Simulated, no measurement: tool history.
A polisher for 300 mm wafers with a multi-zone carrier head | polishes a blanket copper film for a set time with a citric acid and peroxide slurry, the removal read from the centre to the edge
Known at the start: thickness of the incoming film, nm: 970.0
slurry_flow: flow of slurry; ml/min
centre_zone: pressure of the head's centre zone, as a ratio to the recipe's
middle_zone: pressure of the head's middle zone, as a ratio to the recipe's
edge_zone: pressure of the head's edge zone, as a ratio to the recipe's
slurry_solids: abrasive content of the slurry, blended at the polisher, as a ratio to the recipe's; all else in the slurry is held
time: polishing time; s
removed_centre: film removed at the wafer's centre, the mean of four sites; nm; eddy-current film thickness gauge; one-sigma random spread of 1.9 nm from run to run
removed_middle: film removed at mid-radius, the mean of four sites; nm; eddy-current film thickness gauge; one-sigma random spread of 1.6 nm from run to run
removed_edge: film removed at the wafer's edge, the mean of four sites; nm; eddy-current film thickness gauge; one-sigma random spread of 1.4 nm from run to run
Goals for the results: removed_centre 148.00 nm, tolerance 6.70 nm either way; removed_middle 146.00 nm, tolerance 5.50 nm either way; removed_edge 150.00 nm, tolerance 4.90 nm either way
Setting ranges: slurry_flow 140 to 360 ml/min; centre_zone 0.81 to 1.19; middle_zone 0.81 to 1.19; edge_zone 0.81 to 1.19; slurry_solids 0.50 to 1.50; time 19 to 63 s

run,hour,slurry_flow,centre_zone,middle_zone,edge_zone,slurry_solids,time,removed_centre,removed_middle,removed_edge
1,0.0,230,1.00,1.00,1.00,1.00,41,128.84,130.36,127.72
2,3.5,235,1.01,1.01,1.03,1.05,41,130.24,133.62,131.71
3,5.5,235,1.01,1.01,1.03,1.05,48,154.25,159.85,153.60
4,9.9,230,1.01,1.00,1.03,1.05,48,154.39,155.14,151.21
5,13.6,230,1.01,1.00,1.03,1.15,48,157.63,158.72,156.48
6,20.0,225,1.00,0.99,1.03,1.15,48,156.24,157.28,157.48
7,22.4,220,1.00,0.98,1.02,1.15,48,154.98,152.64,152.84
8,29.6,215,1.00,0.98,1.02,1.15,48,153.49,156.13,153.23

Which of these 5 next moves meets every target?
A,36.8,240,1.07,1.02,0.98,1.20,47,?,?,?
B,36.8,225,0.96,1.01,1.03,1.20,48,?,?,?
C,36.8,210,1.17,0.98,0.90,1.00,47,?,?,?
D,36.8,215,1.03,1.04,0.85,1.15,49,?,?,?
E,36.8,275,1.01,0.97,1.11,1.50,41,?,?,?

move,removed_centre,removed_middle,removed_edge
A,165.10,159.61,148.99
B,149.66,160.31,154.47
C,170.13,145.63,136.46
D,161.37,165.13,143.44
E,145.23,142.43,146.07
A: moves away from the targets compared with the last run
B: moves away from the targets compared with the last run
C: gets the furthest-off result to its target, but another result is out of tolerance
D: moves away from the targets compared with the last run
E: every result within its allowed miss
E meets every target.
